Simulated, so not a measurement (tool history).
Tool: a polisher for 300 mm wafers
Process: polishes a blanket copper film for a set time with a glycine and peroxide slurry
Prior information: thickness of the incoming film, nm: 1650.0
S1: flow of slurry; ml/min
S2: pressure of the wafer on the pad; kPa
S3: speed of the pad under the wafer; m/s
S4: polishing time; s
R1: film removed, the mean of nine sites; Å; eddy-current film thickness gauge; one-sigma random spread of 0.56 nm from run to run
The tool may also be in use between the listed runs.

{"run": 1, "day": 0.0, "S1": 190, "S2": 15.2, "S3": 0.76, "S4": 27, "R1": 894.22}
{"run": 2, "day": 0.179, "S1": 185, "S2": 13.8, "S3": 0.76, "S4": 27, "R1": 842.44}
{"run": 3, "day": 0.217, "S1": 180, "S2": 12.4, "S3": 0.76, "S4": 27, "R1": 774.21}
{"run": 4, "day": 0.496, "S1": 180, "S2": 8.3, "S3": 0.76, "S4": 27, "R1": 593.11}
{"run": 5, "day": 0.571, "S1": 160, "S2": 8.3, "S3": 0.76, "S4": 27, "R1": 586.35}
{"run": 6, "day": 0.654, "S1": 160, "S2": 8.3, "S3": 0.9, "S4": 27, "R1": 651.73}
{"run": 7, "day": 0.729, "S1": 170, "S2": 8.3, "S3": 0.9, "S4": 27, "R1": 658.94}
{"run": 8, "day": 1.033, "S1": 180, "S2": 8.3, "S3": 0.9, "S4": 27, "R1": 666.29}
{"run": 9, "day": 1.342, "S1": 190, "S2": 8.3, "S3": 0.9, "S4": 27, "R1": 673.91}

Run 10 comes next. What will it give?
{"run": 10, "day": 1.396, "S1": 200, "S2": 8.3, "S3": 0.9, "S4": 27, "R1": "?"}

Logged for run 10: R1 666.53 Å.
